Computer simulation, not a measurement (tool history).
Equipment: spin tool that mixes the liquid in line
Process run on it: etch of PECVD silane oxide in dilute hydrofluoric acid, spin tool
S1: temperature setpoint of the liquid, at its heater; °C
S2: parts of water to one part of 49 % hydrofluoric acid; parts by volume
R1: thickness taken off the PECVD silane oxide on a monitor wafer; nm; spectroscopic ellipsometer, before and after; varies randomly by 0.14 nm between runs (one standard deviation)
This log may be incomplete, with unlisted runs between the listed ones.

Run 1, hour 0.0: S1 24.0 °C, S2 65 parts by volume, time under the liquid (s) 270. Result: R1 70.220 nm.
Run 2, hour 6.0: S1 24.0 °C, S2 65 parts by volume, time under the liquid (s) 295. Result: R1 76.466 nm.
Run 3, hour 11.0: S1 21.0 °C, S2 65 parts by volume, time under the liquid (s) 295. Result: R1 68.261 nm.
Run 4, hour 17.3: S1 19.5 °C, S2 65 parts by volume, time under the liquid (s) 295. Result: R1 63.393 nm.
Run 5, hour 18.0: S1 19.5 °C, S2 65 parts by volume, time under the liquid (s) 295. Result: R1 64.056 nm.
Run 6, hour 21.1: S1 19.5 °C, S2 50 parts by volume, time under the liquid (s) 295. Result: R1 84.726 nm.
Run 7, hour 22.3: S1 17.0 °C, S2 75 parts by volume, time under the liquid (s) 295. Result: R1 49.288 nm.

Run 8 has not been measured yet. What should we expect?
Run 8, hour 27.1: S1 17.0 °C, S2 80 parts by volume, time under the liquid (s) 295. Result: R1 ?.

{"run 8": {"R1": 45.921}}
